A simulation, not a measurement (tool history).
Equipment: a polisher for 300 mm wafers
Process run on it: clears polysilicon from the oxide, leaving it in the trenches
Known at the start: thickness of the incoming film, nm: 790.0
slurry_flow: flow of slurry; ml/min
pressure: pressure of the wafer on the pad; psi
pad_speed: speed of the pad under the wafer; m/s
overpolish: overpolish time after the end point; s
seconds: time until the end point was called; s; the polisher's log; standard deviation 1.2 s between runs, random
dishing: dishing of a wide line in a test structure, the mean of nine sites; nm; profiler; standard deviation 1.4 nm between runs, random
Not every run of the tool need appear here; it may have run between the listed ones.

run  hour  slurry_flow  pressure  pad_speed  overpolish  seconds  dishing
  1   0.0          265       2.2       1.00          23   67.517   60.412
  2   2.3          265       2.6       1.00          23   57.438   60.078
  3   6.6          265       2.6       0.86          23   63.567   61.640
  4   8.4          260       2.1       0.86          19   76.684   59.587
  5  13.1          260       1.7       0.84          18   97.220   55.210
  6  17.7          260       1.7       0.84          26   96.753   58.597

Expected results for the next run?
  7  18.6          260       1.5       0.84          27        ?        ?

{"run 7": {"seconds": 109.74, "dishing": 56.445}}
